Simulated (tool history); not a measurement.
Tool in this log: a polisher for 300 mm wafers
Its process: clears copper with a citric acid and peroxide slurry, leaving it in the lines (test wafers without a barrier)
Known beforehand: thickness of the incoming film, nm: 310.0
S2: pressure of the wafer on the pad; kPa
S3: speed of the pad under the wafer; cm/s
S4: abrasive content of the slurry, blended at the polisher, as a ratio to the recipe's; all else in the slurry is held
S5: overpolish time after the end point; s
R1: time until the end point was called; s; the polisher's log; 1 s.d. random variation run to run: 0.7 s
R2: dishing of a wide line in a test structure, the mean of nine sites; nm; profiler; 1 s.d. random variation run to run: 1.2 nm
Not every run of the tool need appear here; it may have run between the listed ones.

{"run": 1, "hour": 0.0, "flow of slurry (ml/min)": 200, "S2": 20.7, "S3": 138, "S4": 1, "S5": 29, "R1": 94.507, "R2": 65.251}
{"run": 2, "hour": 0.8, "flow of slurry (ml/min)": 200, "S2": 20.7, "S3": 118, "S4": 1, "S5": 29, "R1": 110.63, "R2": 59.787}
{"run": 3, "hour": 4.2, "flow of slurry (ml/min)": 200, "S2": 22.8, "S3": 122, "S4": 1, "S5": 26, "R1": 98.499, "R2": 60.216}
{"run": 4, "hour": 13.1, "flow of slurry (ml/min)": 200, "S2": 22.8, "S3": 136, "S4": 1, "S5": 26, "R1": 88.47, "R2": 64.463}
{"run": 5, "hour": 20.1, "flow of slurry (ml/min)": 200, "S2": 24.1, "S3": 138, "S4": 1, "S5": 24, "R1": 83.59, "R2": 64.161}
{"run": 6, "hour": 20.8, "flow of slurry (ml/min)": 200, "S2": 24.1, "S3": 138, "S4": 1.15, "S5": 24, "R1": 80.269, "R2": 65.099}
{"run": 7, "hour": 27.0, "flow of slurry (ml/min)": 205, "S2": 25.5, "S3": 140, "S4": 1.15, "S5": 23, "R1": 74.215, "R2": 69.812}
{"run": 8, "hour": 34.6, "flow of slurry (ml/min)": 205, "S2": 26.2, "S3": 142, "S4": 1.15, "S5": 21, "R1": 70.082, "R2": 66.058}

What will run 9 give?
{"run": 9, "hour": 43.3, "flow of slurry (ml/min)": 210, "S2": 31.7, "S3": 144, "S4": 1.15, "S5": 18, "R1": "?", "R2": "?"}

R1: 57.329 s
R2: 69.79 nm
